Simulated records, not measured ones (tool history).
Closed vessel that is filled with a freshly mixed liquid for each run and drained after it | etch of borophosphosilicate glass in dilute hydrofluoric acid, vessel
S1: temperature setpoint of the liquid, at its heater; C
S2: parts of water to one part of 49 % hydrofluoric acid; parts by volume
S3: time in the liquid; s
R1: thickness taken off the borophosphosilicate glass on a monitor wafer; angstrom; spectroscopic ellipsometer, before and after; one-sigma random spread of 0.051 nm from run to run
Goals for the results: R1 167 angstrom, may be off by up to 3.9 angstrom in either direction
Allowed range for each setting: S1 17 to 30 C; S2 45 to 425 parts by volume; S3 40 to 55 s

| run | hour | S1 | S2 | S3 | R1 |
|---|---|---|---|---|---|
| 1 | 0 | 22 | 235 | 55 | 90.498 |
| 2 | 4.2 | 20.5 | 235 | 55 | 84.916 |
| 3 | 12.2 | 23.5 | 215 | 55 | 106.47 |
| 4 | 16.2 | 27 | 215 | 55 | 120.73 |
| 5 | 17.4 | 28 | 200 | 55 | 136.78 |
| 6 | 18.9 | 28 | 200 | 55 | 136.66 |
| 7 | 23.8 | 28.5 | 195 | 55 | 143.42 |
| 8 | 29.9 | 29 | 190 | 55 | 151.64 |
| 9 | 32.6 | 29.5 | 185 | 55 | 159.71 |

Exercise: of the 5 proposed moves below, exactly one satisfies all targets within the stated allowed misses. Which move is it?
| A | 35.3 | 30 | 180 | 55 | ? |
| B | 35.3 | 29 | 140 | 40 | ? |
| C | 35.3 | 29.5 | 145 | 40 | ? |
| D | 35.3 | 30 | 200 | 55 | ? |
| E | 35.3 | 28 | 180 | 55 | ? |

| move | R1 |
|---|---|
| A | 168.2 |
| B | 159.7 |
| C | 156.01 |
| D | 147.66 |
| E | 156.68 |
A: in spec on every target
B: about as far from the targets as the last run
C: misses by more than the last run did
D: misses by more than the last run did
E: misses by more than the last run did
A meets every target.
